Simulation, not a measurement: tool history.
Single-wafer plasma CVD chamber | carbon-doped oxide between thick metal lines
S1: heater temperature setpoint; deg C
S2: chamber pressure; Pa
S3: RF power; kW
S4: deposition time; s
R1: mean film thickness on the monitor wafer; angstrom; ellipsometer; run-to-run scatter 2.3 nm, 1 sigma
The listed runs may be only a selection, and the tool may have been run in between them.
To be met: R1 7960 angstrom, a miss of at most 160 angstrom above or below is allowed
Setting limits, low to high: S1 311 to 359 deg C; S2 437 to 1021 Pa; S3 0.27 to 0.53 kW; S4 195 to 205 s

| run | hour | S1 | S2 | S3 | S4 | R1 |
|---|---|---|---|---|---|---|
| 1 | 0 | 335 | 729 | 0.4 | 205 | 10283 |
| 2 | 6.6 | 335 | 729 | 0.365 | 205 | 9336.8 |
| 3 | 13.4 | 335 | 729 | 0.365 | 205 | 9374 |
| 4 | 15.7 | 325 | 729 | 0.365 | 205 | 9650.7 |
| 5 | 19.2 | 328 | 671 | 0.35 | 205 | 9012 |
| 6 | 23.9 | 322 | 671 | 0.35 | 205 | 9199.1 |
| 7 | 31.2 | 325 | 604 | 0.345 | 205 | 8803.2 |
| 8 | 36.2 | 328 | 560 | 0.345 | 205 | 8608.1 |
| 9 | 39.4 | 331 | 527 | 0.345 | 205 | 8378.3 |
| 10 | 45 | 333 | 508 | 0.345 | 205 | 8288.5 |
| 11 | 50.1 | 335 | 493 | 0.345 | 205 | 8207.4 |
| 12 | 53.7 | 336 | 481 | 0.345 | 205 | 8137.4 |
| 13 | 56.7 | 336 | 481 | 0.345 | 205 | 8156.9 |

Exactly one of the 4 candidate moves below puts every result within its allowed miss. Which one?
| A | 59.7 | 335 | 564 | 0.335 | 195 | ? |
| B | 59.7 | 344 | 524 | 0.355 | 195 | ? |
| C | 59.7 | 339 | 437 | 0.35 | 195 | ? |
| D | 59.7 | 336 | 501 | 0.36 | 205 | ? |

| move | R1 |
|---|---|
| A | 7737.6 |
| B | 7903.1 |
| C | 7697.4 |
| D | 8575.5 |
A: takes the biggest miss from the last run beyond its target
B: each result inside its tolerance
C: takes the biggest miss from the last run beyond its target
D: the biggest miss grows against the last run
Correct choice: B, which meets every target
